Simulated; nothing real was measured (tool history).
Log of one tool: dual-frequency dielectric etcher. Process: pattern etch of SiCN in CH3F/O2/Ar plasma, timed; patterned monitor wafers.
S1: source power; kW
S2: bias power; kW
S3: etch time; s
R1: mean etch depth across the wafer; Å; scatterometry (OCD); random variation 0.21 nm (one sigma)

{"run": 1, "hour": 0.0, "S1": 0.48, "S2": 0.097, "S3": 90.5, "R1": 409.41}
{"run": 2, "hour": 7.0, "S1": 0.48, "S2": 0.083, "S3": 90.5, "R1": 381.21}
{"run": 3, "hour": 12.4, "S1": 0.48, "S2": 0.093, "S3": 90.5, "R1": 398.21}
{"run": 4, "hour": 17.6, "S1": 0.45, "S2": 0.088, "S3": 90.5, "R1": 385.97}
{"run": 5, "hour": 20.1, "S1": 0.45, "S2": 0.088, "S3": 94.5, "R1": 400.5}
{"run": 6, "hour": 23.4, "S1": 0.43, "S2": 0.084, "S3": 94.0, "R1": 380.52}
{"run": 7, "hour": 27.8, "S1": 0.41, "S2": 0.081, "S3": 93.5, "R1": 364.81}

Forecast run 8:
{"run": 8, "hour": 32.4, "S1": 0.31, "S2": 0.062, "S3": 91.0, "R1": "?"}

R1: 275.11 Å
